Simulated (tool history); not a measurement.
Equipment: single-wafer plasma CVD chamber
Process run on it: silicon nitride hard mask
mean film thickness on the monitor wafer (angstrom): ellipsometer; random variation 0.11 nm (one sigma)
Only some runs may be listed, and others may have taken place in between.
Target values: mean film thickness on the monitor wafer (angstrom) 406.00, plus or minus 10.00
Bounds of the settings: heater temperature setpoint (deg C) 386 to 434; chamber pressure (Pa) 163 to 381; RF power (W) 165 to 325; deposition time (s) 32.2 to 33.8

run    day  heater temperature setpoint (deg C)  chamber pressure (Pa)  RF power (W)  deposition time (s)  mean film thickness on the monitor wafer (angstrom)
  1  0.000                                  410                    272           245                 33.8                                               350.69
  2  0.317                                  410                    272           245                 32.2                                               333.68
  3  0.417                                  415                    272           245                 32.2                                               331.63
  4  0.596                                  415                    249           245                 32.2                                               327.61
  5  0.700                                  415                    261           255                 32.4                                               339.86
  6  0.725                                  415                    261           290                 32.4                                               366.22
  7  0.900                                  415                    273           295                 32.5                                               374.80
  8  0.921                                  415                    283           300                 32.6                                               382.64
  9  0.958                                  415                    289           305                 32.6                                               386.28

Which single option among these 4 for the next run brings every result within its allowed miss of target? Just one does.
  A  0.996                                  419                    303           320                 32.9                                                    ?
  B  0.996                                  404                    260           325                 32.2                                                    ?
  C  0.996                                  421                    264           265                 32.4                                                    ?
  D  0.996                                  410                    281           285                 33.8                                                    ?

move  mean film thickness on the monitor wafer (angstrom)
   A                                               402.31
   B                                               390.82
   C                                               346.78
   D                                               383.60
A: in spec on every target
B: moves toward the targets from the last run without getting all of them in spec
C: the biggest miss grows against the last run
D: the biggest miss grows against the last run
Move A is the one to make.
